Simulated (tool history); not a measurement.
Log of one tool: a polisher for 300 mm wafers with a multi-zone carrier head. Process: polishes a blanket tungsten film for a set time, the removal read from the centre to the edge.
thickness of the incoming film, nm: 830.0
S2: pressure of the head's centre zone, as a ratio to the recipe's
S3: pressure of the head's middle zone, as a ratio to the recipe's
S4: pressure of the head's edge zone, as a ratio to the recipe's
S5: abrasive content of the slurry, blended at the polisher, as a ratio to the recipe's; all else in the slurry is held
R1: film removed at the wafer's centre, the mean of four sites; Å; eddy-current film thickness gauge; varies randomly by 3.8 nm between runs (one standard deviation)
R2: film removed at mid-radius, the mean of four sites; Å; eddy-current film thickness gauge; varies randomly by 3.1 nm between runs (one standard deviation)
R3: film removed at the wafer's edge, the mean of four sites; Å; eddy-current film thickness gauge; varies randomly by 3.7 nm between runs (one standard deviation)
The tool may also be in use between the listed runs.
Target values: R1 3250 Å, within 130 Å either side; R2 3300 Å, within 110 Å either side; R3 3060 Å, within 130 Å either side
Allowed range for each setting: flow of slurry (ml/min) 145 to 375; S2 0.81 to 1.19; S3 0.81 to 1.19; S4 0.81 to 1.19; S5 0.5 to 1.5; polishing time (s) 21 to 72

{"run": 1, "day": 0.0, "flow of slurry (ml/min)": 240, "S2": 1, "S3": 1, "S4": 1, "S5": 1, "polishing time (s)": 46, "R1": 2469, "R2": 2553.6, "R3": 2568.9}
{"run": 2, "day": 0.188, "flow of slurry (ml/min)": 240, "S2": 1.07, "S3": 1, "S4": 1, "S5": 1, "polishing time (s)": 46, "R1": 2682.4, "R2": 2550.6, "R3": 2599.6}
{"run": 3, "day": 0.442, "flow of slurry (ml/min)": 240, "S2": 1.07, "S3": 1, "S4": 1, "S5": 1.15, "polishing time (s)": 46, "R1": 2775, "R2": 2640.6, "R3": 2665.1}
{"run": 4, "day": 0.554, "flow of slurry (ml/min)": 280, "S2": 1.07, "S3": 1, "S4": 1, "S5": 1.15, "polishing time (s)": 46, "R1": 2811.9, "R2": 2692.2, "R3": 2668.3}
{"run": 5, "day": 0.883, "flow of slurry (ml/min)": 280, "S2": 1.01, "S3": 1, "S4": 1, "S5": 1.15, "polishing time (s)": 46, "R1": 2669, "R2": 2744.2, "R3": 2737.8}
{"run": 6, "day": 1.183, "flow of slurry (ml/min)": 285, "S2": 1.02, "S3": 1.02, "S4": 1.01, "S5": 1.2, "polishing time (s)": 46, "R1": 2701.4, "R2": 2781.3, "R3": 2744.2}
{"run": 7, "day": 1.421, "flow of slurry (ml/min)": 290, "S2": 1.03, "S3": 1.03, "S4": 1.01, "S5": 1.25, "polishing time (s)": 46, "R1": 2819.8, "R2": 2797.2, "R3": 2762.1}
{"run": 8, "day": 1.525, "flow of slurry (ml/min)": 295, "S2": 1.03, "S3": 1.04, "S4": 1.01, "S5": 1.3, "polishing time (s)": 46, "R1": 2857.8, "R2": 2841.8, "R3": 2797.5}
{"day": 1.808, "done": "slurry nozzle cleaned"}
{"run": 9, "day": 1.808, "flow of slurry (ml/min)": 300, "S2": 1.03, "S3": 1.05, "S4": 1.01, "S5": 1.35, "polishing time (s)": 46, "R1": 2976.9, "R2": 3059.6, "R3": 2905}
{"run": 10, "day": 2.079, "flow of slurry (ml/min)": 300, "S2": 1.04, "S3": 1.06, "S4": 1.02, "S5": 1.35, "polishing time (s)": 46, "R1": 3043, "R2": 3096.3, "R3": 2910}
{"run": 11, "day": 2.45, "flow of slurry (ml/min)": 300, "S2": 1.04, "S3": 1.06, "S4": 1.03, "S5": 1.35, "polishing time (s)": 46, "R1": 3013, "R2": 3079.5, "R3": 2989.5}
{"run": 12, "day": 2.708, "flow of slurry (ml/min)": 300, "S2": 1.05, "S3": 1.07, "S4": 1.03, "S5": 1.35, "polishing time (s)": 46, "R1": 3063.3, "R2": 3162.8, "R3": 3039.7}
{"run": 13, "day": 2.917, "flow of slurry (ml/min)": 330, "S2": 1.1, "S3": 1.1, "S4": 1.01, "S5": 1.35, "polishing time (s)": 46, "R1": 3191.9, "R2": 3122.9, "R3": 2934.2}

5 candidate next runs follow, results not yet known. Just one meets every target within its allowed miss. Identify it.
{"run": "A", "day": 3.125, "flow of slurry (ml/min)": 355, "S2": 1.04, "S3": 1.08, "S4": 1, "S5": 1.5, "polishing time (s)": 47, "R1": "?", "R2": "?", "R3": "?"}
{"run": "B", "day": 3.125, "flow of slurry (ml/min)": 315, "S2": 1.17, "S3": 1.09, "S4": 0.99, "S5": 1.4, "polishing time (s)": 48, "R1": "?", "R2": "?", "R3": "?"}
{"run": "C", "day": 3.125, "flow of slurry (ml/min)": 340, "S2": 1.09, "S3": 1, "S4": 1.06, "S5": 1.25, "polishing time (s)": 48, "R1": "?", "R2": "?", "R3": "?"}
{"run": "D", "day": 3.125, "flow of slurry (ml/min)": 305, "S2": 1.17, "S3": 0.99, "S4": 1.07, "S5": 1.05, "polishing time (s)": 50, "R1": "?", "R2": "?", "R3": "?"}
{"run": "E", "day": 3.125, "flow of slurry (ml/min)": 285, "S2": 1.09, "S3": 0.96, "S4": 1.03, "S5": 1.05, "polishing time (s)": 51, "R1": "?", "R2": "?", "R3": "?"}

move=A R1=3250.6 R2=3322.9 R3=3020.2
move=B R1=3636 R2=3324.1 R3=2995.4
move=C R1=3317.2 R2=3063.6 R3=3031.6
move=D R1=3524.8 R2=3011.6 R3=3023.4
move=E R1=3324.1 R2=2989.2 R3=3013.3
A: all results land within tolerance of their targets
B: the worst result of the last run now meets its target, but another is out of spec
C: further off than the last run
D: further off than the last run
E: further off than the last run
The move that meets every target is A.
